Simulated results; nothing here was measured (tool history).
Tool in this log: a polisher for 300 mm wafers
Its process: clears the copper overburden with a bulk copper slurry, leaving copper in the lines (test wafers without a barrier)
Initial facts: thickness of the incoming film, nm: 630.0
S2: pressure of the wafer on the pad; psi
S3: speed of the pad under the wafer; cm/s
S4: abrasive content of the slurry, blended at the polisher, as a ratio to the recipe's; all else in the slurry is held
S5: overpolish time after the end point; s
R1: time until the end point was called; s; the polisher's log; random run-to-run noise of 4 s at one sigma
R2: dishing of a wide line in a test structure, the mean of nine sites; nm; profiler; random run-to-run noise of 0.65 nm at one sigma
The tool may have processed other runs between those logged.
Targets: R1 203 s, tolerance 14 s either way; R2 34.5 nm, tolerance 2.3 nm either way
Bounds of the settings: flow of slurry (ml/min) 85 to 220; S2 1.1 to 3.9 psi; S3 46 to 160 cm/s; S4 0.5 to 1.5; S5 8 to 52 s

run 1 day=0 | flow_of_slurry_(ml/min)=140 S2=2.5 S3=102 S4=1 S5=26 | R1=103.99 R2=37.978
run 2 day=0.029 | flow_of_slurry_(ml/min)=140 S2=2.5 S3=114 S4=1 S5=26 | R1=93.3 R2=38.3
run 3 day=0.333 | flow_of_slurry_(ml/min)=140 S2=2.5 S3=114 S4=0.9 S5=26 | R1=94.114 R2=37.659
run 4 day=0.688 | flow_of_slurry_(ml/min)=140 S2=2.5 S3=114 S4=1.1 S5=26 | R1=90.422 R2=38.916
run 5 day=0.858 | flow_of_slurry_(ml/min)=140 S2=3.1 S3=114 S4=1.1 S5=26 | R1=74.305 R2=40.24
run 6 day=1.025 | flow_of_slurry_(ml/min)=140 S2=2.6 S3=114 S4=1.1 S5=26 | R1=85.186 R2=38.68
run 7 day=1.162 | flow_of_slurry_(ml/min)=140 S2=2.2 S3=104 S4=1.1 S5=27 | R1=109.89 R2=37.073
-- day=1.275 head pressure recalibrated
run 8 day=1.275 | flow_of_slurry_(ml/min)=140 S2=1.9 S3=96 S4=1.1 S5=30 | R1=127.89 R2=37.738
run 9 day=1.558 | flow_of_slurry_(ml/min)=140 S2=1.7 S3=90 S4=1.1 S5=29 | R1=147.08 R2=35.361
run 10 day=1.804 | flow_of_slurry_(ml/min)=140 S2=1.5 S3=86 S4=1.1 S5=31 | R1=183.88 R2=32.992
run 11 day=1.996 | flow_of_slurry_(ml/min)=140 S2=1.5 S3=84 S4=1.1 S5=34 | R1=181.65 R2=34.52
run 12 day=2.054 | flow_of_slurry_(ml/min)=140 S2=1.5 S3=84 S4=1.1 S5=34 | R1=188.65 R2=33.284

Consider the 5 candidate settings below. Which is the only one whose results all fall within their allowed miss of target?
run A day=2.112 | flow_of_slurry_(ml/min)=145 S2=1.5 S3=76 S4=1.1 S5=42 | R1=? R2=?
run B day=2.112 | flow_of_slurry_(ml/min)=105 S2=1.7 S3=80 S4=1.3 S5=35 | R1=? R2=?
run C day=2.112 | flow_of_slurry_(ml/min)=150 S2=1.7 S3=78 S4=1.05 S5=43 | R1=? R2=?
run D day=2.112 | flow_of_slurry_(ml/min)=125 S2=1.4 S3=90 S4=1.45 S5=43 | R1=? R2=?
run E day=2.112 | flow_of_slurry_(ml/min)=140 S2=1.6 S3=82 S4=1.15 S5=37 | R1=? R2=?

move=A R1=200.82 R2=34.063
move=B R1=177.31 R2=34.231
move=C R1=174.67 R2=35.498
move=D R1=178.06 R2=34.467
move=E R1=175.57 R2=34.398
A: meets every target
B: the biggest miss grows against the last run
C: the biggest miss grows against the last run
D: the biggest miss grows against the last run
E: the biggest miss grows against the last run
Correct choice: A, which meets every target
